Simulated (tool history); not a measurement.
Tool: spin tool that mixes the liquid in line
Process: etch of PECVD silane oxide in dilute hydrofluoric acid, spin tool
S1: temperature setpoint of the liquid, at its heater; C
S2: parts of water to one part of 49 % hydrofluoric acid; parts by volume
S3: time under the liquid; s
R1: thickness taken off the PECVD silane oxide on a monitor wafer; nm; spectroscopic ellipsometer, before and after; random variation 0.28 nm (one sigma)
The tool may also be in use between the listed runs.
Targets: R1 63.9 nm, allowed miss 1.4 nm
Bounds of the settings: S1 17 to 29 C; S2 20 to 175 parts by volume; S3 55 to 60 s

run,hour,S1,S2,S3,R1
1,0,21,95,55,27.8
2,3.3,17.5,95,55,24.409
3,9.8,17.5,95,55,24.186
4,17.8,17,95,55,23.816
5,20.9,20.5,80,55,33.073
6,26,23,70,55,42.324
7,29,24.5,65,55,48.396
8,30.1,26,65,55,51.829
9,38.3,27,65,55,53.589
10,45,27.5,65,55,55.217
11,50,28,65,55,55.982
12,54.2,28.5,65,55,57.081

Which of these 5 next moves meets every target?
A,58.4,29,65,55,?
B,58.4,27.5,70,55,?
C,58.4,29,60,55,?
D,58.4,26,60,60,?
E,58.4,28.5,60,60,?

move,R1
A,58.377
B,50.749
C,63.709
D,61.701
E,68.149
A: nearer than the last run, and not there yet
B: further off than the last run
C: meets every target
D: nearer than the last run, and not there yet
E: takes the result that was furthest off past its target
Answer: C
